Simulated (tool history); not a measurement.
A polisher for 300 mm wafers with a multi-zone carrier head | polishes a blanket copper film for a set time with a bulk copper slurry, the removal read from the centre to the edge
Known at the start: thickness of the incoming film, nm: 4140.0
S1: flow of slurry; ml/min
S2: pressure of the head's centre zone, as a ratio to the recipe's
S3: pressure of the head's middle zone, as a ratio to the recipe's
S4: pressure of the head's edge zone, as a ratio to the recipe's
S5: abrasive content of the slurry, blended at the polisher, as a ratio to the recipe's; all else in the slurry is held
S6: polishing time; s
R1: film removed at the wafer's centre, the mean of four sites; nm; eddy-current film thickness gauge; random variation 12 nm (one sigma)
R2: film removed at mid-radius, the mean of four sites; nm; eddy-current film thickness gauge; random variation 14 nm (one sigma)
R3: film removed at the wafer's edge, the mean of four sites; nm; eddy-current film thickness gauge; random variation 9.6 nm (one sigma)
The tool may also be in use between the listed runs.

Run 1, hour 0: S1 255 ml/min, S2 1, S3 1, S4 1, S5 1, S6 68 s. Result: R1 835.07 nm, R2 799.93 nm, R3 880.67 nm.
Run 2, hour 1.8: S1 260 ml/min, S2 0.99, S3 1.03, S4 1.02, S5 1.05, S6 68 s. Result: R1 826.96 nm, R2 820.66 nm, R3 898.77 nm.
Run 3, hour 7.1: S1 260 ml/min, S2 0.99, S3 1.03, S4 1.02, S5 0.9, S6 68 s. Result: R1 796.36 nm, R2 801.98 nm, R3 859.07 nm.
Run 4, hour 10.6: S1 265 ml/min, S2 0.99, S3 1.06, S4 1.04, S5 1, S6 69 s. Result: R1 839.7 nm, R2 882.46 nm, R3 916.88 nm.
Run 5, hour 16.1: S1 265 ml/min, S2 0.99, S3 1.06, S4 1.04, S5 1.15, S6 69 s. Result: R1 850.53 nm, R2 886.77 nm, R3 941.79 nm.
Run 6, hour 19.5: S1 270 ml/min, S2 0.99, S3 1.07, S4 1.05, S5 1.15, S6 69 s. Result: R1 861.98 nm, R2 890.56 nm, R3 948.09 nm.

The next listed run, before its measurement:
Run 7, hour 22.4: S1 270 ml/min, S2 0.99, S3 1.07, S4 1.05, S5 1.15, S6 69 s. Result: R1 ?, R2 ?, R3 ?.

Run 7 gave R1 879.74 nm, R2 895.86 nm, R3 960.17 nm.
